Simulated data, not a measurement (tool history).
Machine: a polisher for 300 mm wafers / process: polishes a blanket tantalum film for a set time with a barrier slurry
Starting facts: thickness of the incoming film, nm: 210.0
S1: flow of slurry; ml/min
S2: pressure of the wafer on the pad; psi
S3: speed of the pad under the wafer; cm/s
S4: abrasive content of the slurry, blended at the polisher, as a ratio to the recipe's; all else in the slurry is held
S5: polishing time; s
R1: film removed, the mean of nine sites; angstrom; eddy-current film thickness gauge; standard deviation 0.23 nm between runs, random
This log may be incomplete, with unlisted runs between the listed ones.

{"run": 1, "day": 0.0, "S1": 130, "S2": 1.9, "S3": 104, "S4": 1, "S5": 26, "R1": 376.51}
{"run": 2, "day": 0.292, "S1": 130, "S2": 1.8, "S3": 102, "S4": 1, "S5": 26, "R1": 348.57}
{"run": 3, "day": 0.508, "S1": 130, "S2": 1.7, "S3": 100, "S4": 1, "S5": 26, "R1": 325.72}
{"run": 4, "day": 0.788, "S1": 130, "S2": 1.7, "S3": 100, "S4": 1, "S5": 26, "R1": 321.73}
{"run": 5, "day": 0.958, "S1": 150, "S2": 1.7, "S3": 100, "S4": 1, "S5": 26, "R1": 346.24}
{"run": 6, "day": 1.267, "S1": 125, "S2": 1.7, "S3": 100, "S4": 1, "S5": 26, "R1": 320.57}
{"run": 7, "day": 1.542, "S1": 120, "S2": 1.6, "S3": 98, "S4": 1, "S5": 26, "R1": 294.49}
{"run": 8, "day": 1.804, "S1": 120, "S2": 1.5, "S3": 96, "S4": 1, "S5": 26, "R1": 279.31}
{"run": 9, "day": 1.992, "S1": 120, "S2": 1.4, "S3": 94, "S4": 1, "S5": 26, "R1": 249.52}
{"run": 10, "day": 2.029, "S1": 120, "S2": 1.3, "S3": 94, "S4": 1, "S5": 26, "R1": 231.67}

Run 11 is up next; what results do you expect?
{"run": 11, "day": 2.362, "S1": 110, "S2": 1.1, "S3": 94, "S4": 1, "S5": 26, "R1": "?"}

Logged for run 11: R1 198.67 angstrom.
